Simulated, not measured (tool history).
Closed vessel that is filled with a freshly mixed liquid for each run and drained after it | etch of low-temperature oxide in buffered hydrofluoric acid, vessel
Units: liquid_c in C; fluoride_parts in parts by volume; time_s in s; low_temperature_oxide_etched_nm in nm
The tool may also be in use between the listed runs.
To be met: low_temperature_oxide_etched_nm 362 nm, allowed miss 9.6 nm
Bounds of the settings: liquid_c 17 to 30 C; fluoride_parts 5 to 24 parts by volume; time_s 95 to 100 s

| run | hour | liquid_c | fluoride_parts | time_s | low_temperature_oxide_etched_nm |
|---|---|---|---|---|---|
| 1 | 0 | 22 | 14.5 | 95 | 190.21 |
| 2 | 9.3 | 22 | 14.5 | 95 | 189.87 |
| 3 | 15.9 | 22 | 16 | 95 | 174.61 |
| 4 | 19.4 | 23 | 15.5 | 95 | 190.91 |
| 5 | 24.4 | 24 | 15 | 95 | 206.47 |
| 6 | 28.4 | 24 | 18 | 95 | 170.9 |
| 7 | 32.9 | 25 | 17 | 95 | 191.54 |
| 8 | 36.8 | 25.5 | 16 | 95 | 209.6 |
| 9 | 45.5 | 26 | 15.5 | 95 | 222.35 |
| 10 | 54 | 26.5 | 15 | 95 | 238.02 |
| 11 | 61.7 | 27 | 14.5 | 95 | 247.29 |
| 12 | 68.1 | 27.5 | 14 | 95 | 263.38 |
| 13 | 71.6 | 28 | 13.5 | 95 | 283.89 |
| 14 | 78.7 | 28.5 | 13 | 95 | 301.69 |
| 15 | 82.6 | 29.5 | 12 | 95 | 340.48 |

Which of these 5 next moves meets every target?
| A | 86.5 | 29.5 | 10.5 | 95 | ? |
| B | 86.5 | 29 | 11 | 95 | ? |
| C | 86.5 | 30 | 13 | 100 | ? |
| D | 86.5 | 29 | 10.5 | 95 | ? |
| E | 86.5 | 28 | 9.5 | 95 | ? |

| move | low_temperature_oxide_etched_nm |
|---|---|
| A | 390.83 |
| B | 363.82 |
| C | 342.96 |
| D | 380.67 |
| E | 390.98 |
A: takes the result that was furthest off past its target
B: meets every target
C: nearer than the last run, and not there yet
D: takes the result that was furthest off past its target
E: takes the result that was furthest off past its target
Answer: B
